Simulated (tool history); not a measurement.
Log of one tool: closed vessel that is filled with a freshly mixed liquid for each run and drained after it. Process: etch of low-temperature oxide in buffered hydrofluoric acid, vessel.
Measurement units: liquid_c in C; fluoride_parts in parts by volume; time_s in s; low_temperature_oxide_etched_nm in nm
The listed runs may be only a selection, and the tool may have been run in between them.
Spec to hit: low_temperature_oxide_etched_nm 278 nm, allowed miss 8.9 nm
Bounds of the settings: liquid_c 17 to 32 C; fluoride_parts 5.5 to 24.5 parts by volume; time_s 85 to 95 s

run    day  liquid_c  fluoride_parts  time_s  low_temperature_oxide_etched_nm
  1      0        25              15      85                           359.05
  2  0.038        25              17      85                           312.62
  3  0.079        25              17      95                            357.8
  4  0.129      26.5              17      95                           386.17
  5    0.3      24.5              17      95                           349.69
  6  0.554        23              17      95                           319.29
  7  0.754      22.5              17      95                           314.37
  8    0.9        22              17      95                           299.15
  9  0.975      21.5              17      95                           293.63

5 candidate next runs follow, results not yet known. Just one meets every target within its allowed miss. Identify it.
  A  1.05      21.5              18      95                                ?
  B  1.05      20.5              16      95                                ?
  C  1.05        23            16.5      95                                ?
  D  1.05      19.5              14      95                                ?
  E  1.05      22.5              17      95                                ?

move  low_temperature_oxide_etched_nm
   A                           275.07
   B                           292.19
   C                           325.62
   D                           315.04
   E                           307.59
A: all results in spec
B: nearer than the last run, and not there yet
C: the biggest miss grows against the last run
D: the biggest miss grows against the last run
E: the biggest miss grows against the last run
Answer: A
